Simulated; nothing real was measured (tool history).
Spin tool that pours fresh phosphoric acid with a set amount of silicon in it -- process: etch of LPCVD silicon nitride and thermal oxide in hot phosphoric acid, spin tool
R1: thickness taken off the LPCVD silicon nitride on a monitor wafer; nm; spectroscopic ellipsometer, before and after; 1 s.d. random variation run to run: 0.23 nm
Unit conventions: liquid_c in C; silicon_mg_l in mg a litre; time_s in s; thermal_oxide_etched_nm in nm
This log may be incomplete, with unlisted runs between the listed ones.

run 1 hour=0.0 | liquid_c=164.0 silicon_mg_l=20.0 time_s=180 | R1=18.368 thermal_oxide_etched_nm=0.45770
run 2 hour=1.8 | liquid_c=164.0 silicon_mg_l=20.0 time_s=150 | R1=15.309 thermal_oxide_etched_nm=0.34617
run 3 hour=5.6 | liquid_c=165.0 silicon_mg_l=20.0 time_s=150 | R1=15.893 thermal_oxide_etched_nm=0.34603
run 4 hour=10.7 | liquid_c=165.0 silicon_mg_l=20.0 time_s=100 | R1=10.595 thermal_oxide_etched_nm=0.21589
run 5 hour=17.3 | liquid_c=165.5 silicon_mg_l=22.0 time_s=130 | R1=14.031 thermal_oxide_etched_nm=0.30783
run 6 hour=26.0 | liquid_c=166.0 silicon_mg_l=26.0 time_s=150 | R1=16.538 thermal_oxide_etched_nm=0.34411
run 7 hour=29.3 | liquid_c=166.5 silicon_mg_l=28.5 time_s=165 | R1=18.751 thermal_oxide_etched_nm=0.31339
run 8 hour=31.0 | liquid_c=167.0 silicon_mg_l=27.5 time_s=175 | R1=19.679 thermal_oxide_etched_nm=0.43375
run 9 hour=39.7 | liquid_c=167.0 silicon_mg_l=29.0 time_s=185 | R1=21.233 thermal_oxide_etched_nm=0.35447
run 10 hour=41.4 | liquid_c=167.0 silicon_mg_l=28.0 time_s=195 | R1=22.189 thermal_oxide_etched_nm=0.38839

For run 11, what comes out?
run 11 hour=42.6 | liquid_c=167.0 silicon_mg_l=28.0 time_s=195 | R1=? thermal_oxide_etched_nm=?

{"run 11": {"R1": 21.933, "thermal_oxide_etched_nm": 0.39638}}
